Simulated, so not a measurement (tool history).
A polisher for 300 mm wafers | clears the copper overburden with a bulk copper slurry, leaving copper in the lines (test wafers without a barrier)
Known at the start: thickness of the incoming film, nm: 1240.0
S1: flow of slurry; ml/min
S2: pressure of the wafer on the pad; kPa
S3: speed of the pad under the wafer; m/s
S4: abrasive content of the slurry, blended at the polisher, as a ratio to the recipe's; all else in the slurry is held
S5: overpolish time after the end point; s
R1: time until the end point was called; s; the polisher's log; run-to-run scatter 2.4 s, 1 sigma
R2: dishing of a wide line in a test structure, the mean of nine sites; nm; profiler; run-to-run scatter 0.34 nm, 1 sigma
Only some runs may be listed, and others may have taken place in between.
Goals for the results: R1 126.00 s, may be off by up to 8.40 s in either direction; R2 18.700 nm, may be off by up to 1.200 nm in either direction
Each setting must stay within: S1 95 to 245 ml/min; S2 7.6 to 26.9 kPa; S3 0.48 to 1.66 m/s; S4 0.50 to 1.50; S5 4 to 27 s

run	day	S1	S2	S3	S4	S5	R1	R2
1	0.000	155	17.2	1.06	1.00	14	172.72	18.451
2	0.208	155	17.2	0.94	1.00	14	197.38	18.458
3	0.421	155	17.2	0.94	0.85	14	199.38	18.541
4	0.546	155	17.2	0.94	0.85	9	203.80	17.145
5	0.717	155	20.7	0.94	0.85	9	167.93	17.443
# day 0.892: head pressure recalibrated
6	0.892	155	21.4	0.94	0.85	10	151.06	18.699
7	1.125	155	22.1	0.94	0.85	10	142.63	18.399
8	1.425	155	22.8	0.94	0.85	10	145.59	18.369

Which single option among these 4 for the next run brings every result within its allowed miss of target? Just one does.
A	1.725	155	26.9	0.90	1.05	20	?	?
B	1.725	205	26.2	0.70	0.85	8	?	?
C	1.725	145	26.2	0.76	0.85	6	?	?
D	1.725	165	21.4	0.94	0.80	8	?	?

move	R1	R2
A	129.47	18.567
B	168.42	17.380
C	164.36	16.329
D	159.72	17.447
A: all results in spec
B: lands further from the targets than the last run did
C: lands further from the targets than the last run did
D: lands further from the targets than the last run did
Correct choice: A, which meets every target

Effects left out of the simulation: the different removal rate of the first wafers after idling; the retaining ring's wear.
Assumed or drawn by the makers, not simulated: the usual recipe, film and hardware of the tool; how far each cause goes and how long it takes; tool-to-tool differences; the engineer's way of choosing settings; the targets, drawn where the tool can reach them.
